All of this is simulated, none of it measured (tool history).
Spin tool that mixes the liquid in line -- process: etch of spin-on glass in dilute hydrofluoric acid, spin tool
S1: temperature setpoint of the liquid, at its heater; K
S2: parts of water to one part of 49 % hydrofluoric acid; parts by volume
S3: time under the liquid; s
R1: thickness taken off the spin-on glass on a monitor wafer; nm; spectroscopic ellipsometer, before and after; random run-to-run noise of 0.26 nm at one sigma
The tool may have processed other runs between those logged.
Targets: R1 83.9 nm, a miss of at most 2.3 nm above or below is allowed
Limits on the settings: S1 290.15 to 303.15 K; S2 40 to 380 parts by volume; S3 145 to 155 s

{"run": 1, "hour": 0.0, "S1": 295.15, "S2": 210, "S3": 145, "R1": 31.172}
{"run": 2, "hour": 2.3, "S1": 292.65, "S2": 210, "S3": 145, "R1": 28.497}
{"run": 3, "hour": 4.6, "S1": 294.15, "S2": 190, "S3": 145, "R1": 33.887}
{"run": 4, "hour": 13.4, "S1": 294.15, "S2": 190, "S3": 155, "R1": 36.322}
{"run": 5, "hour": 18.1, "S1": 295.65, "S2": 170, "S3": 155, "R1": 43.748}
{"run": 6, "hour": 26.6, "S1": 295.65, "S2": 170, "S3": 155, "R1": 43.877}
{"run": 7, "hour": 27.4, "S1": 296.65, "S2": 155, "S3": 155, "R1": 50.636}
{"run": 8, "hour": 32.4, "S1": 297.65, "S2": 145, "S3": 155, "R1": 57.108}
{"run": 9, "hour": 40.0, "S1": 301.65, "S2": 115, "S3": 155, "R1": 86.92}

4 next moves are on the table. One of them brings every result within its allowed miss. Which?
{"run": "A", "hour": 47.6, "S1": 301.15, "S2": 125, "S3": 155, "R1": "?"}
{"run": "B", "hour": 47.6, "S1": 302.15, "S2": 120, "S3": 145, "R1": "?"}
{"run": "C", "hour": 47.6, "S1": 301.65, "S2": 105, "S3": 145, "R1": "?"}
{"run": "D", "hour": 47.6, "S1": 303.15, "S2": 125, "S3": 155, "R1": "?"}

move=A R1=77.555
move=B R1=78.966
move=C R1=90.376
move=D R1=83.522
A: the result that was furthest off in the last run now lies on the other side of its target
B: the result that was furthest off in the last run now lies on the other side of its target
C: moves away from the targets compared with the last run
D: in spec on every target
D meets every target.
